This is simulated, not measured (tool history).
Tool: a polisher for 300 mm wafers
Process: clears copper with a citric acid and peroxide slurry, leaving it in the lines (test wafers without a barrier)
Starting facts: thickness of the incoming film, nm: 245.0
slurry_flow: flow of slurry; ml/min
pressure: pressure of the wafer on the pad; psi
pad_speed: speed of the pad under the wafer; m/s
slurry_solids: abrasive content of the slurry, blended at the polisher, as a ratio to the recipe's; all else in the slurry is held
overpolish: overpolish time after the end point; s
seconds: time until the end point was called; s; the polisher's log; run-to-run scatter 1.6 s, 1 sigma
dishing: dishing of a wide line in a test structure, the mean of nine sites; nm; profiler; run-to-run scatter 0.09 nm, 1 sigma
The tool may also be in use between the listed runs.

run	hour	slurry_flow	pressure	pad_speed	slurry_solids	overpolish	seconds	dishing
1	0	135	2.1	0.96	1	18	162.66	20.769
2	5.2	160	2.1	0.96	1	18	153.72	21.36
3	9.2	175	1.9	1	1	14	159.52	16.137
4	10	155	1.9	1	1	14	164.78	16.136
5	11.2	155	1.9	1	1	19	164.28	21.55
6	12	170	2	0.9	1.1	15	160.56	16.859

For run 7, what comes out?
7	16.2	180	2.1	0.8	1.2	12	?	?

{"run 7": {"seconds": 170.18, "dishing": 13.635}}
